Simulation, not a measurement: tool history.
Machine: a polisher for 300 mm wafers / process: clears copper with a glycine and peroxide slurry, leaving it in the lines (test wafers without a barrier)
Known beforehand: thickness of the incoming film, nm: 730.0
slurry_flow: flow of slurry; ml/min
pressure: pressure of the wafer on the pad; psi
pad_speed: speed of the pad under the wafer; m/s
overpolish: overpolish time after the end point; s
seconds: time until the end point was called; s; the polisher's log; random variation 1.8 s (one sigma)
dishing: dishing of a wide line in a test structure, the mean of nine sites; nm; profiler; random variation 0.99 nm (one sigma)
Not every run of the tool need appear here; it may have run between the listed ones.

| run | day | slurry_flow | pressure | pad_speed | overpolish | seconds | dishing |
|---|---|---|---|---|---|---|---|
| 1 | 0.000 | 165 | 2.7 | 1.06 | 27 | 114.25 | 74.685 |
| 2 | 0.250 | 165 | 2.7 | 0.86 | 27 | 134.62 | 70.243 |
| 3 | 0.325 | 165 | 2.7 | 0.86 | 29 | 136.61 | 73.506 |
| 4 | 0.546 | 165 | 3.1 | 0.86 | 29 | 122.90 | 78.927 |
| 5 | 0.712 | 130 | 3.1 | 0.86 | 29 | 130.56 | 77.625 |
| 6 | 0.783 | 130 | 3.1 | 0.86 | 35 | 127.86 | 86.061 |
| 7 | 1.004 | 130 | 3.1 | 0.86 | 36 | 127.95 | 84.781 |
| 8 | 1.096 | 130 | 3.1 | 0.86 | 36 | 126.23 | 86.987 |
| 9 | 1.371 | 130 | 3.1 | 0.84 | 37 | 129.35 | 86.521 |
| 10 | 1.654 | 130 | 3.1 | 0.84 | 38 | 126.76 | 88.689 |
| 11 | 1.925 | 125 | 3.1 | 0.82 | 39 | 131.96 | 88.164 |
| 12 | 2.017 | 125 | 3.1 | 0.82 | 40 | 132.66 | 89.589 |
| 13 | 2.321 | 125 | 3.1 | 0.82 | 41 | 131.18 | 88.356 |
| 14 | 2.558 | 125 | 3.1 | 0.82 | 42 | 131.32 | 91.192 |

For run 15, what comes out?
| 15 | 2.817 | 125 | 3.1 | 0.82 | 43 | ? | ? |

seconds: 133.85 s
dishing: 92.783 nm
